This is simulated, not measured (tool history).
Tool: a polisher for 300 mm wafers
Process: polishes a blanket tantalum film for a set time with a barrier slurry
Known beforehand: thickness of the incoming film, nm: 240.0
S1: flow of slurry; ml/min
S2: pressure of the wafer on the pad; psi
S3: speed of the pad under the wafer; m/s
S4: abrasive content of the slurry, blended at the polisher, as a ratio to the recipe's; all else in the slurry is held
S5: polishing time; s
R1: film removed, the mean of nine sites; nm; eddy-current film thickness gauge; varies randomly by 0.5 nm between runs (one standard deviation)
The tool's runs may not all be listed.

run    day   S1   S2    S3  S4  S5      R1
  1      0  255  2.4  0.98   1  28  60.317
  2  0.142  255  2.3  0.98   1  28  60.477
  3  0.212  255  2.1  0.96   1  28  53.058
  4  0.479  255  2.5  0.96   1  28   63.45
  5  0.571  310  2.5  0.96   1  28  63.356
  6  0.717  310  2.3  0.96   1  28  58.206

Run 7, settings as shown, results not yet in. Your forecast:
  7  0.804  310  2.2  0.96   1  28   ?

{"run 7": {"R1": 56.307}}

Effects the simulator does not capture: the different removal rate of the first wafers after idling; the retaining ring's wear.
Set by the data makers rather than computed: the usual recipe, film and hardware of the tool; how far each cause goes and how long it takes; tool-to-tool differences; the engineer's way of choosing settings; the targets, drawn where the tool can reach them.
